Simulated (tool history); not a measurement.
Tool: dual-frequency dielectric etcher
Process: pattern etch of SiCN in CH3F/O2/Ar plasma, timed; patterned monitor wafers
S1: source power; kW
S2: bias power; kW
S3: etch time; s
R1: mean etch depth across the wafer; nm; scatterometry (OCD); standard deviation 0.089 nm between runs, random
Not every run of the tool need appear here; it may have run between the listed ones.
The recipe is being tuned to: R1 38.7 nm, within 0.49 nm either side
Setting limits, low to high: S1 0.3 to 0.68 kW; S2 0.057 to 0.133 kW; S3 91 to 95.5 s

{"run": 1, "day": 0.0, "S1": 0.49, "S2": 0.095, "S3": 91, "R1": 41.974}
{"run": 2, "day": 0.171, "S1": 0.49, "S2": 0.095, "S3": 95.5, "R1": 44.072}
{"run": 3, "day": 0.542, "S1": 0.45, "S2": 0.094, "S3": 95.5, "R1": 41.897}
{"run": 4, "day": 0.604, "S1": 0.43, "S2": 0.094, "S3": 95.5, "R1": 40.956}
{"run": 5, "day": 0.971, "S1": 0.43, "S2": 0.083, "S3": 95.5, "R1": 39.604}
{"run": 6, "day": 1.296, "S1": 0.43, "S2": 0.09, "S3": 95.5, "R1": 40.532}
{"run": 7, "day": 1.504, "S1": 0.42, "S2": 0.09, "S3": 95.5, "R1": 39.908}
{"run": 8, "day": 1.592, "S1": 0.41, "S2": 0.09, "S3": 95.5, "R1": 39.732}

Of the 5 settings listed for the next run, only one would bring every result within its allowed miss of target. Which one?
{"run": "A", "day": 1.679, "S1": 0.45, "S2": 0.076, "S3": 93.5, "R1": "?"}
{"run": "B", "day": 1.679, "S1": 0.44, "S2": 0.091, "S3": 95, "R1": "?"}
{"run": "C", "day": 1.679, "S1": 0.42, "S2": 0.104, "S3": 93.5, "R1": "?"}
{"run": "D", "day": 1.679, "S1": 0.46, "S2": 0.086, "S3": 93, "R1": "?"}
{"run": "E", "day": 1.679, "S1": 0.53, "S2": 0.067, "S3": 91, "R1": "?"}

move=A R1=38.73
move=B R1=40.896
move=C R1=40.893
move=D R1=40.281
move=E R1=39.545
A: meets every target
B: its largest miss is bigger than the last run's
C: its largest miss is bigger than the last run's
D: its largest miss is bigger than the last run's
E: moves toward the targets from the last run without getting all of them in spec
So the answer is move A, the one that meets all the targets.
